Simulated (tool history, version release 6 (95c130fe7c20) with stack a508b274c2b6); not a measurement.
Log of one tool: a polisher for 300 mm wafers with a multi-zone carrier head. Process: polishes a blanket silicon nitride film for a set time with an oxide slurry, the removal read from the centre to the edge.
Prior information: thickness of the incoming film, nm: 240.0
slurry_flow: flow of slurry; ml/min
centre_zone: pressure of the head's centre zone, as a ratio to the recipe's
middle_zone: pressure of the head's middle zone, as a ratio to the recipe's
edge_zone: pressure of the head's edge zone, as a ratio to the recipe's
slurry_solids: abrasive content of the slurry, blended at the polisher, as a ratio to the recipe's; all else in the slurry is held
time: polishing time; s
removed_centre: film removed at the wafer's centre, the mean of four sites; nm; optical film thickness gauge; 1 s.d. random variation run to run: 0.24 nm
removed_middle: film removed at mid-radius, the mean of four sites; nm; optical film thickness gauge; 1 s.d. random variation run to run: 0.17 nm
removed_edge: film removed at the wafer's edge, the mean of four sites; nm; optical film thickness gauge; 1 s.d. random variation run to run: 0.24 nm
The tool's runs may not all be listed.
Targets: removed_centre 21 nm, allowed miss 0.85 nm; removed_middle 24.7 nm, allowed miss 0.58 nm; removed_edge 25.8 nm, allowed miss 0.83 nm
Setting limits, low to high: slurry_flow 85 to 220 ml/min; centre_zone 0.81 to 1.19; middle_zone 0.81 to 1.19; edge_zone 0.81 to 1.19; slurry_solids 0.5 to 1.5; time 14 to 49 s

Run 1, hour 0: slurry_flow 140 ml/min, centre_zone 1, middle_zone 1, edge_zone 1, slurry_solids 1, time 31 s. Result: removed_centre 25.62 nm, removed_middle 24.035 nm, removed_edge 24.649 nm.
Run 2, hour 3.6: slurry_flow 135 ml/min, centre_zone 0.94, middle_zone 1.01, edge_zone 1.03, slurry_solids 1, time 31 s. Result: removed_centre 23.518 nm, removed_middle 24.052 nm, removed_edge 25.026 nm.
Run 3, hour 8.7: slurry_flow 135 ml/min, centre_zone 0.94, middle_zone 1.01, edge_zone 1.03, slurry_solids 1, time 26 s. Result: removed_centre 19.344 nm, removed_middle 20.389 nm, removed_edge 20.749 nm.
Run 4, hour 14.9: slurry_flow 155 ml/min, centre_zone 0.92, middle_zone 1.02, edge_zone 1.08, slurry_solids 1.05, time 26 s. Result: removed_centre 19.938 nm, removed_middle 21.304 nm, removed_edge 21.963 nm.
Run 5, hour 18.1: slurry_flow 160 ml/min, centre_zone 0.9, middle_zone 1.03, edge_zone 1.11, slurry_solids 1.15, time 26 s. Result: removed_centre 20.495 nm, removed_middle 22.256 nm, removed_edge 23.023 nm.
Run 6, hour 23.9: slurry_flow 170 ml/min, centre_zone 0.88, middle_zone 1.04, edge_zone 1.14, slurry_solids 1.2, time 26 s. Result: removed_centre 20.3 nm, removed_middle 23.104 nm, removed_edge 23.957 nm.
Run 7, hour 32.1: slurry_flow 180 ml/min, centre_zone 0.87, middle_zone 1.04, edge_zone 1.16, slurry_solids 1.25, time 26 s. Result: removed_centre 20.457 nm, removed_middle 23.514 nm, removed_edge 24.609 nm.
Run 8, hour 37.3: slurry_flow 180 ml/min, centre_zone 0.87, middle_zone 1.04, edge_zone 1.16, slurry_solids 1.25, time 26 s. Result: removed_centre 21.094 nm, removed_middle 23.646 nm, removed_edge 24.294 nm.
Run 9, hour 42.5: slurry_flow 180 ml/min, centre_zone 0.87, middle_zone 1.04, edge_zone 1.16, slurry_solids 1.25, time 26 s. Result: removed_centre 20.951 nm, removed_middle 23.59 nm, removed_edge 24.291 nm.
Run 10, hour 44: slurry_flow 175 ml/min, centre_zone 0.86, middle_zone 1.04, edge_zone 1.17, slurry_solids 1.3, time 26 s. Result: removed_centre 20.461 nm, removed_middle 23.772 nm, removed_edge 24.809 nm.
Run 11, hour 44.8: slurry_flow 180 ml/min, centre_zone 0.86, middle_zone 1.04, edge_zone 1.18, slurry_solids 1.3, time 26 s. Result: removed_centre 20.659 nm, removed_middle 23.954 nm, removed_edge 24.996 nm.
Run 12, hour 45.4: slurry_flow 185 ml/min, centre_zone 0.85, middle_zone 1.04, edge_zone 1.19, slurry_solids 1.35, time 26 s. Result: removed_centre 20.697 nm, removed_middle 24.177 nm, removed_edge 25.311 nm.

Which of these 4 next moves meets every target?
Run A, hour 46: slurry_flow 220 ml/min, centre_zone 0.82, middle_zone 1.01, edge_zone 1.15, slurry_solids 1.15, time 28 s. Result: removed_centre ?, removed_middle ?, removed_edge ?.
Run B, hour 46: slurry_flow 110 ml/min, centre_zone 0.83, middle_zone 1, edge_zone 1.19, slurry_solids 1.05, time 31 s. Result: removed_centre ?, removed_middle ?, removed_edge ?.
Run C, hour 46: slurry_flow 220 ml/min, centre_zone 0.87, middle_zone 1.05, edge_zone 1.18, slurry_solids 1.1, time 26 s. Result: removed_centre ?, removed_middle ?, removed_edge ?.
Run D, hour 46: slurry_flow 210 ml/min, centre_zone 0.9, middle_zone 0.99, edge_zone 1.1, slurry_solids 1.2, time 27 s. Result: removed_centre ?, removed_middle ?, removed_edge ?.

move  removed_centre  removed_middle  removed_edge
   A          21.219          24.546        26.081
   B          19.988          23.046        26.088
   C          20.665           23.26         24.23
   D          22.581          23.395        24.767
A: each result inside its tolerance
B: moves away from the targets compared with the last run
C: moves away from the targets compared with the last run
D: moves away from the targets compared with the last run
A is the move that brings every result within its allowed miss.
